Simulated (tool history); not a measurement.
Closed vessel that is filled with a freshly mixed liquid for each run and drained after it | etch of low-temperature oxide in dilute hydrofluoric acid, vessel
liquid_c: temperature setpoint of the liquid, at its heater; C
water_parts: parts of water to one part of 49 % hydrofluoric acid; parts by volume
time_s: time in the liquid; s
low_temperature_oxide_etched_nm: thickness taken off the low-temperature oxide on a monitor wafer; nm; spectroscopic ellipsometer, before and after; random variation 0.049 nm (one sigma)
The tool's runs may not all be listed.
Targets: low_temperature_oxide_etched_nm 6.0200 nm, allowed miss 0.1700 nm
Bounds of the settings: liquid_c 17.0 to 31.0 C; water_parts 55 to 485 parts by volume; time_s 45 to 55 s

| run | hour | liquid_c | water_parts | time_s | low_temperature_oxide_etched_nm |
|---|---|---|---|---|---|
| 1 | 0.0 | 23.0 | 270 | 55 | 2.4664 |
| 2 | 5.4 | 25.5 | 270 | 55 | 2.6197 |
| 3 | 11.8 | 25.5 | 310 | 55 | 2.2246 |
| 4 | 19.8 | 25.5 | 265 | 55 | 2.7529 |
| 5 | 25.5 | 25.5 | 215 | 55 | 3.5500 |
| 6 | 31.1 | 27.0 | 195 | 55 | 4.2598 |
| 7 | 39.6 | 28.0 | 185 | 55 | 4.6992 |
| 8 | 47.4 | 28.5 | 180 | 55 | 4.9258 |
| 9 | 53.3 | 29.0 | 175 | 55 | 5.1657 |
| 10 | 61.8 | 29.5 | 170 | 55 | 5.4091 |
| 11 | 68.0 | 30.0 | 170 | 55 | 5.5410 |

5 next moves are on the table. One of them brings every result within its allowed miss. Which?
| A | 74.2 | 30.0 | 165 | 55 | ? |
| B | 74.2 | 28.0 | 155 | 55 | ? |
| C | 74.2 | 31.0 | 190 | 55 | ? |
| D | 74.2 | 31.0 | 185 | 55 | ? |
| E | 74.2 | 30.5 | 160 | 55 | ? |

| move | low_temperature_oxide_etched_nm |
|---|---|
| A | 5.7771 |
| B | 5.7950 |
| C | 5.0324 |
| D | 5.2014 |
| E | 6.1037 |
A: nearer than the last run, and not there yet
B: nearer than the last run, and not there yet
C: further off than the last run
D: further off than the last run
E: meets every target
Answer: E
